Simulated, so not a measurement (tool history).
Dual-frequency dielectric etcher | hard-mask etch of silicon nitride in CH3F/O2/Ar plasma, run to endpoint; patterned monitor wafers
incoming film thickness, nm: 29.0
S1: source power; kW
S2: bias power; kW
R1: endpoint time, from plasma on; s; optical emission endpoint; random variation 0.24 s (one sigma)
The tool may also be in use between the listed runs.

| run | hour | S1 | S2 | R1 |
|---|---|---|---|---|
| 1 | 0 | 0.47 | 0.09 | 36.661 |
| 2 | 3.2 | 0.54 | 0.09 | 34.273 |
| 3 | 3.8 | 0.56 | 0.091 | 33.61 |
| 4 | 8.3 | 0.58 | 0.092 | 32.673 |
| 5 | 12.9 | 0.58 | 0.085 | 33.931 |
| 6 | 13.8 | 0.58 | 0.071 | 36.812 |

Run 7 comes next. What will it give?
| 7 | 17.1 | 0.6 | 0.076 | ? |

Run 7 gave R1 35.103 s.

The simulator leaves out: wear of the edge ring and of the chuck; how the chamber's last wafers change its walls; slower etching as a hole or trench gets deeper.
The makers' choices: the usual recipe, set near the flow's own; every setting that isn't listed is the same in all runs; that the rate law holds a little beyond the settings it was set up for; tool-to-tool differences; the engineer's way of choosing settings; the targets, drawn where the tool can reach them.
